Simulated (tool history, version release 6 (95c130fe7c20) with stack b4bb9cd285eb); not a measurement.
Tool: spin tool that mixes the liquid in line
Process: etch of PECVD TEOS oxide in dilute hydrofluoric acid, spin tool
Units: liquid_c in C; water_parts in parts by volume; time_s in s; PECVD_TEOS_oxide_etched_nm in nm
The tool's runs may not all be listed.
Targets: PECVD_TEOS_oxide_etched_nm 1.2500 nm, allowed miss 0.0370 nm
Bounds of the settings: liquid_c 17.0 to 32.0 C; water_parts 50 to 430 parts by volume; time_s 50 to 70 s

run    day  liquid_c  water_parts  time_s  PECVD_TEOS_oxide_etched_nm
  1  0.000      24.0          240      70                      2.5412
  2  0.288      21.0          240      70                      2.2826
  3  0.338      21.0          325      70                      1.5487
  4  0.371      21.0          280      70                      1.8829
  5  0.550      21.0          335      70                      1.5011
  6  0.671      20.0          340      70                      1.4129
  7  0.792      19.5          340      70                      1.4028
  8  0.838      19.0          345      70                      1.3373

Which of these 4 next moves meets every target?
  A  0.883      22.0          350      70                           ?
  B  0.883      19.5          335      70                           ?
  C  0.883      17.0          325      70                           ?
  D  0.883      20.0          375      70                           ?

move  PECVD_TEOS_oxide_etched_nm
   A                      1.4665
   B                      1.4211
   C                      1.3475
   D                      1.2491
A: further off than the last run
B: further off than the last run
C: further off than the last run
D: meets every target
Answer: D
